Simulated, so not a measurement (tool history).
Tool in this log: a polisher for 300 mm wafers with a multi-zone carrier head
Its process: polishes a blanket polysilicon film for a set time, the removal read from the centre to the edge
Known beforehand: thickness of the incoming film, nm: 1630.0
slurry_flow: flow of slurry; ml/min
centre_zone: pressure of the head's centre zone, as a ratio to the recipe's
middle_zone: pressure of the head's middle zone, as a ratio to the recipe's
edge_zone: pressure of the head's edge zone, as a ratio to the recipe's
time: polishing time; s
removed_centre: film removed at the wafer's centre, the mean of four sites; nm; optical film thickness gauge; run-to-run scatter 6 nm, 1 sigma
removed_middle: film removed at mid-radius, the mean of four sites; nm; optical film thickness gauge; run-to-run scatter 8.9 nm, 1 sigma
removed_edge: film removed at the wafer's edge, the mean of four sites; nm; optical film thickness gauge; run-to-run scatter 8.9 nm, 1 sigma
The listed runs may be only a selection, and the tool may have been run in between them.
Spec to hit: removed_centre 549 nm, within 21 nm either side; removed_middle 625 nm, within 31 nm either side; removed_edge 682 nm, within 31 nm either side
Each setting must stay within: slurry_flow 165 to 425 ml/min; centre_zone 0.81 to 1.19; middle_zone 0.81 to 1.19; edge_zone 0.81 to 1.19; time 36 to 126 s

| run | hour | slurry_flow | centre_zone | middle_zone | edge_zone | time | removed_centre | removed_middle | removed_edge |
|---|---|---|---|---|---|---|---|---|---|
| 1 | 0 | 275 | 1 | 1 | 1 | 81 | 485.19 | 441.7 | 444.51 |
| 2 | 4.1 | 275 | 1.04 | 1 | 1 | 81 | 503.64 | 447.39 | 445.68 |
| 3 | 5 | 275 | 1.12 | 1 | 1 | 81 | 532.18 | 448.97 | 437.81 |
| 4 | 12.9 | 260 | 1.02 | 1.03 | 1.06 | 89 | 533.49 | 499.94 | 494.34 |
| 5 | 14.1 | 245 | 0.95 | 1.03 | 1.1 | 96 | 526.16 | 515.84 | 544.98 |
| 6 | 17.1 | 250 | 0.91 | 1.05 | 1.13 | 101 | 545.79 | 557.45 | 580.32 |
| 7 | 20.7 | 225 | 0.88 | 1.06 | 1.15 | 105 | 543.78 | 579.97 | 615.3 |
| 8 | 22.7 | 215 | 0.86 | 1.06 | 1.16 | 108 | 537.94 | 590.62 | 627.84 |
| 9 | 29.4 | 215 | 0.85 | 1.06 | 1.17 | 110 | 534.4 | 615.07 | 631.72 |

Exercise: of the 4 proposed moves below, exactly one satisfies all targets within the stated allowed misses. Which move is it?
| A | 36.1 | 265 | 0.93 | 1.1 | 1.09 | 102 | ? | ? | ? |
| B | 36.1 | 340 | 0.86 | 1.19 | 1 | 100 | ? | ? | ? |
| C | 36.1 | 260 | 0.82 | 1 | 1.19 | 115 | ? | ? | ? |
| D | 36.1 | 220 | 0.95 | 1.04 | 1.15 | 104 | ? | ? | ? |

| move | removed_centre | removed_middle | removed_edge |
|---|---|---|---|
| A | 563.9 | 592.01 | 575.69 |
| B | 523.53 | 622.64 | 549.25 |
| C | 559.14 | 629.7 | 678.77 |
| D | 575.36 | 572.9 | 595.34 |
A: misses by more than the last run did
B: misses by more than the last run did
C: hits every target within its allowed miss
D: misses by more than the last run did
Correct choice: C, which meets every target
